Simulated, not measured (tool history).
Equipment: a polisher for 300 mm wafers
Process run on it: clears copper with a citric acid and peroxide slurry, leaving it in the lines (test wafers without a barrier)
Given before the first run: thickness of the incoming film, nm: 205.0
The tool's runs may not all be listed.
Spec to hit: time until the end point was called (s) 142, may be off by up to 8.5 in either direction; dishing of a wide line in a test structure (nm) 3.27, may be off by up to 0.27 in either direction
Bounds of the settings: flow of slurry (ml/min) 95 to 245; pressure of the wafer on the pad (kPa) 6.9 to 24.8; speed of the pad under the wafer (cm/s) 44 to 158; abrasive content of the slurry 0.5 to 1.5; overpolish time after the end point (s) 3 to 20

run,hour,flow of slurry (ml/min),pressure of the wafer on the pad (kPa),speed of the pad under the wafer (cm/s),abrasive content of the slurry,overpolish time after the end point (s),time until the end point was called (s),dishing of a wide line in a test structure (nm)
1,0,155,15.9,100,1,10,118.56,11.691
2,7.9,155,14.5,102,1,9,130.17,10.216
3,9.7,155,14.5,102,1,11,127.74,12.489
4,14.2,190,14.5,102,1,11,128.32,12.089
5,15.1,190,14.5,102,1,9,125.64,9.9441
6,22.8,200,15.2,92,1,8,130.59,8.9528
7,31.2,205,14.5,96,0.9,7,133.06,7.8294
8,32.7,210,13.8,98,0.85,6,139.03,6.2619
9,41.3,215,13.1,104,0.8,6,141.24,6.5887
10,48.1,215,13.1,104,0.8,6,141.57,6.5172
11,56.3,220,13.8,98,0.75,6,145.54,6.2798
12,60,225,13.8,98,0.7,6,144.39,6.3406
13,67.1,230,13.1,100,0.7,6,148.12,5.9824
14,68.7,230,12.4,102,0.65,6,157.62,5.6241
15,72,230,11.7,106,0.65,6,160.31,5.558

4 candidate next runs follow, results not yet known. Just one meets every target within its allowed miss. Identify it.
A,75.3,245,11,110,0.65,9,?,?
B,75.3,245,11.7,96,0.85,4,?,?
C,75.3,245,13.1,126,0.95,3,?,?
D,75.3,230,13.1,112,0.6,3,?,?

move,time until the end point was called (s),dishing of a wide line in a test structure (nm)
A,168.05,8.1106
B,166.94,3.7691
C,120.33,3.9202
D,143.34,3.307
A: lands further from the targets than the last run did
B: closer than the last run, but not yet in spec
C: closer than the last run, but not yet in spec
D: in spec on every target
D meets every target.
